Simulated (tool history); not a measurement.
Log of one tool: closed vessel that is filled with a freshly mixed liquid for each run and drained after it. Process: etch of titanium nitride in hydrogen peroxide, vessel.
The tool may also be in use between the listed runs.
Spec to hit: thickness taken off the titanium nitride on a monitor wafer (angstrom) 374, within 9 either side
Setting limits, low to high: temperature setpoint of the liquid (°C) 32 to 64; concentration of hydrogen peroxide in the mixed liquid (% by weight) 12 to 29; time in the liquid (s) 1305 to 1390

run,hour,temperature setpoint of the liquid (°C),concentration of hydrogen peroxide in the mixed liquid (% by weight),time in the liquid (s),thickness taken off the titanium nitride on a monitor wafer (angstrom)
1,0,48,19.5,1305,637.79
2,8.5,48,18,1305,635.43
3,16.7,46.5,18,1305,570.31
4,22.5,46.5,16,1305,554.47
5,31.7,45.5,16,1305,514.39
6,40.3,45.5,20,1305,536.4
7,49,44.5,20,1305,499.27
8,54.2,44,20,1305,480.28
9,59.8,43.5,20,1305,465.46
10,62.3,43,20,1305,452.77
11,67.8,42.5,20,1305,436.73
12,75.3,40,20,1305,355.56

Next run, 5 choices. One meets every target within its allowed miss, the rest don't. Which?
A,82.8,39,21,1305,?
B,82.8,39,19.5,1305,?
C,82.8,40.5,19.5,1340,?
D,82.8,40,18,1305,?
E,82.8,42.5,14.5,1305,?

move,thickness taken off the titanium nitride on a monitor wafer (angstrom)
A,328.94
B,323.75
C,373.16
D,343.8
E,397.48
A: misses by more than the last run did
B: misses by more than the last run did
C: all results land within tolerance of their targets
D: misses by more than the last run did
E: moves the result that the last run missed by most past its target, out the other side
Go with C: it meets all targets.
